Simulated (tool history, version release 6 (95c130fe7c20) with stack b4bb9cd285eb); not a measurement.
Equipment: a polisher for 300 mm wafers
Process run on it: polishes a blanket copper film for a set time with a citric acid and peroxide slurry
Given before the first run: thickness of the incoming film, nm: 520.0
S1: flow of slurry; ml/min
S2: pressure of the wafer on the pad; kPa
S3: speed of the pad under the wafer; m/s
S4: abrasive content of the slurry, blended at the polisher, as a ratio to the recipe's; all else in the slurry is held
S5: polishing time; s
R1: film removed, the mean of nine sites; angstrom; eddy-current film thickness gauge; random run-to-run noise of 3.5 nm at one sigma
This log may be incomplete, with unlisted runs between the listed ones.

{"run": 1, "hour": 0.0, "S1": 140, "S2": 20.0, "S3": 1.06, "S4": 1.0, "S5": 100, "R1": 2294.6}
{"run": 2, "hour": 8.6, "S1": 140, "S2": 17.9, "S3": 1.06, "S4": 1.0, "S5": 100, "R1": 2086.0}
{"run": 3, "hour": 16.3, "S1": 140, "S2": 17.9, "S3": 1.06, "S4": 1.1, "S5": 100, "R1": 2159.8}
{"run": 4, "hour": 23.8, "S1": 140, "S2": 17.9, "S3": 1.06, "S4": 0.9, "S5": 100, "R1": 2059.7}
{"run": 5, "hour": 31.7, "S1": 140, "S2": 17.9, "S3": 1.06, "S4": 0.8, "S5": 100, "R1": 2009.4}
{"run": 6, "hour": 34.8, "S1": 150, "S2": 22.1, "S3": 1.08, "S4": 0.8, "S5": 100, "R1": 2471.9}
{"run": 7, "hour": 36.5, "S1": 150, "S2": 22.1, "S3": 1.08, "S4": 0.8, "S5": 100, "R1": 2441.1}
{"run": 8, "hour": 41.1, "S1": 155, "S2": 24.8, "S3": 1.12, "S4": 0.8, "S5": 100, "R1": 2873.7}
{"run": 9, "hour": 41.9, "S1": 160, "S2": 26.9, "S3": 1.14, "S4": 0.8, "S5": 100, "R1": 3123.5}
{"run": 10, "hour": 45.6, "S1": 160, "S2": 28.3, "S3": 1.16, "S4": 0.8, "S5": 100, "R1": 3328.0}

What will run 11 give?
{"run": 11, "hour": 47.7, "S1": 165, "S2": 29.0, "S3": 1.18, "S4": 0.8, "S5": 100, "R1": "?"}

{"run 11": {"R1": 3534.4}}
